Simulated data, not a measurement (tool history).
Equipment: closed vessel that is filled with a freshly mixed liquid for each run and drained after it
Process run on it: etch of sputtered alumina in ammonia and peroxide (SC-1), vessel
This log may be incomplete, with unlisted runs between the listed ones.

run    day  temperature setpoint of the liquid (C)  parts of 29 % ammonia solution to one part of 30 % peroxide (parts by volume)  time in the liquid (s)  thickness taken off the sputtered alumina on a monitor wafer (Å)
  1      0                                      56                                                                           0.55                     195                                                            152.08
  2  0.142                                      49                                                                           0.55                     195                                                            103.65
  3  0.254                                    52.5                                                                           0.55                     195                                                            127.31
  4  0.462                                    55.5                                                                           0.55                     195                                                            147.45
  5  0.612                                    55.5                                                                           0.55                     210                                                            159.35
  6  0.862                                    48.5                                                                           0.55                     210                                                            108.21
  7  1.058                                      52                                                                           0.55                     210                                                            130.52
  8  1.154                                    54.5                                                                           0.55                     210                                                            149.09
  9  1.204                                    56.5                                                                           0.55                     210                                                            167.23
 10  1.479                                      58                                                                           0.55                     210                                                            182.67
 11  1.567                                    59.5                                                                           0.55                     210                                                            196.17

Run 12 has not been measured yet. What should we expect?
 12  1.746                                    60.5                                                                           0.55                     210                                                                 ?

thickness taken off the sputtered alumina on a monitor wafer (Å): 206.51
